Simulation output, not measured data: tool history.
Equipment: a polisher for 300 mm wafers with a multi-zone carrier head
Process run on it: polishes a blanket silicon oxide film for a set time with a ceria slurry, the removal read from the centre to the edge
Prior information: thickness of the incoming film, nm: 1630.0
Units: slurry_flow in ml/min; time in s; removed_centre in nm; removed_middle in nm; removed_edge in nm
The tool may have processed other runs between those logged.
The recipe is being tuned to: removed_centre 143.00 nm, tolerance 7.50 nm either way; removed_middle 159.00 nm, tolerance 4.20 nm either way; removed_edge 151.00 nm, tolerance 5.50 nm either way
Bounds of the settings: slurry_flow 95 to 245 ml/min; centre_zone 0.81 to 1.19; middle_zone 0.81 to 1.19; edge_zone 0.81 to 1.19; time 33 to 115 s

{"run": 1, "hour": 0.0, "slurry_flow": 155, "centre_zone": 1.0, "middle_zone": 1.0, "edge_zone": 1.0, "time": 73, "removed_centre": 244.8, "removed_middle": 255.41, "removed_edge": 251.89}
{"run": 2, "hour": 1.1, "slurry_flow": 150, "centre_zone": 0.98, "middle_zone": 0.99, "edge_zone": 0.97, "time": 67, "removed_centre": 223.53, "removed_middle": 230.18, "removed_edge": 220.64}
{"run": 3, "hour": 2.5, "slurry_flow": 150, "centre_zone": 0.98, "middle_zone": 1.04, "edge_zone": 0.97, "time": 67, "removed_centre": 214.37, "removed_middle": 241.2, "removed_edge": 225.91}
{"run": 4, "hour": 6.5, "slurry_flow": 140, "centre_zone": 0.95, "middle_zone": 1.02, "edge_zone": 0.96, "time": 63, "removed_centre": 200.15, "removed_middle": 218.98, "removed_edge": 208.79}
{"run": 5, "hour": 7.5, "slurry_flow": 140, "centre_zone": 0.95, "middle_zone": 1.02, "edge_zone": 0.96, "time": 47, "removed_centre": 148.65, "removed_middle": 165.07, "removed_edge": 157.06}
{"run": 6, "hour": 11.9, "slurry_flow": 170, "centre_zone": 0.95, "middle_zone": 1.02, "edge_zone": 0.96, "time": 47, "removed_centre": 150.42, "removed_middle": 170.0, "removed_edge": 158.48}
{"run": 7, "hour": 16.5, "slurry_flow": 170, "centre_zone": 0.94, "middle_zone": 1.01, "edge_zone": 0.95, "time": 47, "removed_centre": 149.29, "removed_middle": 168.08, "removed_edge": 157.69}
{"run": 8, "hour": 22.0, "slurry_flow": 170, "centre_zone": 0.93, "middle_zone": 1.0, "edge_zone": 0.94, "time": 47, "removed_centre": 145.14, "removed_middle": 167.17, "removed_edge": 157.78}
{"run": 9, "hour": 27.4, "slurry_flow": 165, "centre_zone": 0.93, "middle_zone": 0.99, "edge_zone": 0.93, "time": 47, "removed_centre": 143.45, "removed_middle": 164.95, "removed_edge": 154.85}

Next run, 5 choices. One meets every target within its allowed miss, the rest don't. Which?
{"run": "A", "hour": 32.8, "slurry_flow": 150, "centre_zone": 1.02, "middle_zone": 0.99, "edge_zone": 0.81, "time": 49, "removed_centre": "?", "removed_middle": "?", "removed_edge": "?"}
{"run": "B", "hour": 32.8, "slurry_flow": 185, "centre_zone": 0.83, "middle_zone": 0.92, "edge_zone": 0.93, "time": 50, "removed_centre": "?", "removed_middle": "?", "removed_edge": "?"}
{"run": "C", "hour": 32.8, "slurry_flow": 200, "centre_zone": 0.99, "middle_zone": 1.08, "edge_zone": 0.9, "time": 41, "removed_centre": "?", "removed_middle": "?", "removed_edge": "?"}
{"run": "D", "hour": 32.8, "slurry_flow": 140, "centre_zone": 0.88, "middle_zone": 0.92, "edge_zone": 0.81, "time": 49, "removed_centre": "?", "removed_middle": "?", "removed_edge": "?"}
{"run": "E", "hour": 32.8, "slurry_flow": 165, "centre_zone": 0.89, "middle_zone": 1.01, "edge_zone": 0.94, "time": 47, "removed_centre": "?", "removed_middle": "?", "removed_edge": "?"}

move=A removed_centre=166.54 removed_middle=168.49 removed_edge=153.50
move=B removed_centre=141.81 removed_middle=165.79 removed_edge=169.82
move=C removed_centre=140.41 removed_middle=156.86 removed_edge=137.73
move=D removed_centre=142.10 removed_middle=157.25 removed_edge=152.73
move=E removed_centre=141.02 removed_middle=166.30 removed_edge=158.72
A: the biggest miss grows against the last run
B: the biggest miss grows against the last run
C: corrects the largest miss of the last run, while another result sits out of spec
D: in spec on every target
E: the biggest miss grows against the last run
Go with D: it meets all targets.
